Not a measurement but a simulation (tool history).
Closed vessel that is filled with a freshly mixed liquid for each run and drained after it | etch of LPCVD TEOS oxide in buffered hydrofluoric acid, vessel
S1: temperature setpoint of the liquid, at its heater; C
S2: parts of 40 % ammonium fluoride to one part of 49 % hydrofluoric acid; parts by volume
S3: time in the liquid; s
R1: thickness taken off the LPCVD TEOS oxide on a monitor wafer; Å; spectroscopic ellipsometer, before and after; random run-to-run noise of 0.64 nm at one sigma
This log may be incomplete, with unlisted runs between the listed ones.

Run 1, hour 0: S1 21 C, S2 13.5 parts by volume, S3 85 s. Result: R1 1166.6 Å.
Run 2, hour 1.2: S1 19.5 C, S2 14.5 parts by volume, S3 85 s. Result: R1 986.26 Å.
Run 3, hour 8.9: S1 18.5 C, S2 15 parts by volume, S3 85 s. Result: R1 903.57 Å.
Run 4, hour 9.8: S1 18 C, S2 15 parts by volume, S3 85 s. Result: R1 887.64 Å.
Run 5, hour 13.9: S1 20 C, S2 15 parts by volume, S3 85 s. Result: R1 991.73 Å.
Run 6, hour 22.4: S1 20 C, S2 15 parts by volume, S3 85 s. Result: R1 993.72 Å.
Run 7, hour 23.5: S1 19 C, S2 15.5 parts by volume, S3 85 s. Result: R1 911.03 Å.
Run 8, hour 28.9: S1 18.5 C, S2 15.5 parts by volume, S3 85 s. Result: R1 888.4 Å.
Run 9, hour 36.5: S1 18 C, S2 15.5 parts by volume, S3 85 s. Result: R1 847.76 Å.

Run 10 has not been measured yet. What should we expect?
Run 10, hour 39.4: S1 17.5 C, S2 15.5 parts by volume, S3 85 s. Result: R1 ?.

Logged for run 10: R1 834.6 Å.

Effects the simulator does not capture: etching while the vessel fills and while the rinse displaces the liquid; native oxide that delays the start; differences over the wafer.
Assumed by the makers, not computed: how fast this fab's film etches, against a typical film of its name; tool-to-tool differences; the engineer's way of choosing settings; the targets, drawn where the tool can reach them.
